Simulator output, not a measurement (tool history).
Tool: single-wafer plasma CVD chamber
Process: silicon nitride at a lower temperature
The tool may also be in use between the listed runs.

run	hour	heater temperature setpoint (K)	chamber pressure (Torr)	RF power (kW)	deposition time (s)	mean film thickness on the monitor wafer (nm)
1	0	603.15	1.17	0.24	22.1	20.212
2	2.7	597.15	1.17	0.24	22.1	20.281
3	5.7	597.15	1.23	0.245	22.1	20.741
4	10.7	597.15	1.28	0.25	22.1	21.399
5	11.3	597.15	1.32	0.255	22.1	21.874
6	20.1	604.15	1.32	0.255	22.1	21.878
7	23.1	604.15	1.55	0.285	22.1	24.755
8	24.7	604.15	1.56	0.285	22.1	24.788

Run 9 comes next. What will it give?
9	28.1	604.15	1.57	0.285	22.1	?

Run 9 gave mean film thickness on the monitor wafer (nm) 24.875.
